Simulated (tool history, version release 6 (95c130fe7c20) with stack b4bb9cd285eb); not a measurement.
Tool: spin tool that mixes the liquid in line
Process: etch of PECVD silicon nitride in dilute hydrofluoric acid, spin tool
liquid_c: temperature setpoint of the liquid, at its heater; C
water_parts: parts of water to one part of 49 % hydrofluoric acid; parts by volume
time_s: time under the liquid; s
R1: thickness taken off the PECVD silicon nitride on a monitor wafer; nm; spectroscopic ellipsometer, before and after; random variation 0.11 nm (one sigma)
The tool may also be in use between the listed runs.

Run 1, day 0: liquid_c 24 C, water_parts 160 parts by volume, time_s 285 s. Result: R1 4.0348 nm.
Run 2, day 0.221: liquid_c 24 C, water_parts 160 parts by volume, time_s 305 s. Result: R1 4.1541 nm.
Run 3, day 0.546: liquid_c 24 C, water_parts 160 parts by volume, time_s 305 s. Result: R1 4.1755 nm.
Run 4, day 0.854: liquid_c 24 C, water_parts 160 parts by volume, time_s 305 s. Result: R1 4.1614 nm.
Run 5, day 1.146: liquid_c 25 C, water_parts 155 parts by volume, time_s 305 s. Result: R1 4.594 nm.
Run 6, day 1.412: liquid_c 26 C, water_parts 150 parts by volume, time_s 305 s. Result: R1 5.1486 nm.
Run 7, day 1.5: liquid_c 26.5 C, water_parts 150 parts by volume, time_s 305 s. Result: R1 5.2573 nm.
Run 8, day 1.521: liquid_c 27 C, water_parts 150 parts by volume, time_s 305 s. Result: R1 5.2859 nm.
Run 9, day 1.554: liquid_c 27.5 C, water_parts 145 parts by volume, time_s 305 s. Result: R1 5.7295 nm.
Run 10, day 1.579: liquid_c 27.5 C, water_parts 145 parts by volume, time_s 305 s. Result: R1 5.7623 nm.

The next listed run, before its measurement:
Run 11, day 1.758: liquid_c 28 C, water_parts 145 parts by volume, time_s 305 s. Result: R1 ?.

R1: 5.7985 nm

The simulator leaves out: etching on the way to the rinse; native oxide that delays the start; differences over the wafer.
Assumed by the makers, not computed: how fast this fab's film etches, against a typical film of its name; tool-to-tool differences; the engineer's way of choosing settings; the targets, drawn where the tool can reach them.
